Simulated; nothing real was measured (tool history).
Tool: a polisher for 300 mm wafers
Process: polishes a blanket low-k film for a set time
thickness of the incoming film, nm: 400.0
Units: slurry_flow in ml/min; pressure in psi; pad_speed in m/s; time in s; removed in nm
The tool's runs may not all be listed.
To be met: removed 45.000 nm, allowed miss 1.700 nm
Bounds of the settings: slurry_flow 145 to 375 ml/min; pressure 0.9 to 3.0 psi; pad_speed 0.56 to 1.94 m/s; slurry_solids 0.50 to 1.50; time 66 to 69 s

run	hour	slurry_flow	pressure	pad_speed	slurry_solids	time	removed
1	0.0	240	1.9	1.24	1.00	66	32.987
2	4.3	240	1.4	1.24	1.00	66	25.504
3	5.6	240	1.5	1.24	1.00	66	27.863
4	14.6	240	1.6	1.24	1.00	66	28.706
5	20.2	240	1.6	1.42	1.00	66	30.593
6	27.2	240	1.6	1.42	1.00	69	32.238
7	35.3	240	1.7	1.42	1.00	69	33.701
8	42.1	240	1.8	1.42	1.00	69	35.231
9	47.2	240	1.9	1.42	1.00	69	37.664
10	54.2	240	2.1	1.44	1.00	69	39.796

5 next moves are on the table. One of them brings every result within its allowed miss. Which?
A	61.2	225	2.4	1.58	1.00	66	?
B	61.2	250	2.0	1.52	0.95	66	?
C	61.2	220	2.3	1.28	0.85	66	?
D	61.2	210	2.1	1.34	1.15	69	?
E	61.2	255	2.2	1.42	1.00	67	?

move	removed
A	45.469
B	37.618
C	34.726
D	41.014
E	40.796
A: meets every target
B: further off than the last run
C: further off than the last run
D: nearer than the last run, and not there yet
E: nearer than the last run, and not there yet
Move A is the one to make.
